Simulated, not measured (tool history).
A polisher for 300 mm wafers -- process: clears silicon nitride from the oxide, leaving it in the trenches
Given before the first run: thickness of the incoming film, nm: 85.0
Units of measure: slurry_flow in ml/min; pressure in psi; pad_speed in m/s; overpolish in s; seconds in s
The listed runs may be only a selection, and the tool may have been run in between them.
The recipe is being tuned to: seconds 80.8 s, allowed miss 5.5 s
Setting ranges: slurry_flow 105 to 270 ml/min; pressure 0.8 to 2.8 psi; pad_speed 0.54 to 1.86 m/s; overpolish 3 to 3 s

run,hour,slurry_flow,pressure,pad_speed,overpolish,seconds
1,0,175,1.8,1.18,3,109.9
2,6.8,175,1.8,1.18,3,112.02
3,8.8,175,1.9,1.2,3,106.3
4,11.4,175,2,1.22,3,99.881
5,14.1,175,2,1.22,3,102.45
6,20.1,150,2,1.22,3,100.28
7,25.2,150,2.1,1.24,3,95.615
8,32.9,150,2.2,1.26,3,91.366
9,41.5,150,2.3,1.28,3,87.945
10,45.3,150,2.3,1.3,3,86.998
11,53.2,150,2.3,1.32,3,89.306

Consider the 4 candidate settings below. Which is the only one whose results all fall within their allowed miss of target?
A,61.1,205,2.8,1.22,3,?
B,61.1,160,1.9,1.26,3,?
C,61.1,155,2.1,1.36,3,?
D,61.1,145,2,1.22,3,?

move,seconds
A,79.103
B,102.85
C,89.742
D,103.79
A: in spec on every target
B: lands further from the targets than the last run did
C: lands further from the targets than the last run did
D: lands further from the targets than the last run did
Answer: A
